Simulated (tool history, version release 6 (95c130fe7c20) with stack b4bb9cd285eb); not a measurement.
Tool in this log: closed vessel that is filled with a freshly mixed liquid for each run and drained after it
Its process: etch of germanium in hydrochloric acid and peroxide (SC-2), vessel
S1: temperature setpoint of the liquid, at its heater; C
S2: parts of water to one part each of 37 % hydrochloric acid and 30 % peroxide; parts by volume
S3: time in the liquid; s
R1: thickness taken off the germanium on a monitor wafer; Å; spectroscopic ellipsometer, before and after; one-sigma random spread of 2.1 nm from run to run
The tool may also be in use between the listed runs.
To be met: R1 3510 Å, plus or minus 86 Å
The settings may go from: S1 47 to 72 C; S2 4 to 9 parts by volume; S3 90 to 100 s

{"run": 1, "day": 0.0, "S1": 63, "S2": 5, "S3": 90, "R1": 4338.3}
{"run": 2, "day": 0.246, "S1": 63, "S2": 6.5, "S3": 90, "R1": 4271.3}
{"run": 3, "day": 0.608, "S1": 63, "S2": 8, "S3": 90, "R1": 4221.6}
{"run": 4, "day": 0.938, "S1": 61.5, "S2": 8, "S3": 90, "R1": 4053.4}
{"run": 5, "day": 1.262, "S1": 67.5, "S2": 8, "S3": 90, "R1": 4819.6}
{"run": 6, "day": 1.442, "S1": 64.5, "S2": 8, "S3": 90, "R1": 4420.6}
{"run": 7, "day": 1.762, "S1": 62.5, "S2": 8, "S3": 90, "R1": 4188.3}
{"run": 8, "day": 1.812, "S1": 61, "S2": 8, "S3": 90, "R1": 4007.1}

Exercise: of the 4 proposed moves below, exactly one satisfies all targets within the stated allowed misses. Which move is it?
{"run": "A", "day": 1.862, "S1": 54, "S2": 9, "S3": 95, "R1": "?"}
{"run": "B", "day": 1.862, "S1": 55, "S2": 8.5, "S3": 90, "R1": "?"}
{"run": "C", "day": 1.862, "S1": 53, "S2": 7.5, "S3": 100, "R1": "?"}
{"run": "D", "day": 1.862, "S1": 55, "S2": 7.5, "S3": 90, "R1": "?"}

move=A R1=3404
move=B R1=3341.3
move=C R1=3522
move=D R1=3372.3
A: carries the result that was furthest off beyond its target, to the other side
B: carries the result that was furthest off beyond its target, to the other side
C: meets every target
D: carries the result that was furthest off beyond its target, to the other side
Correct choice: C, which meets every target
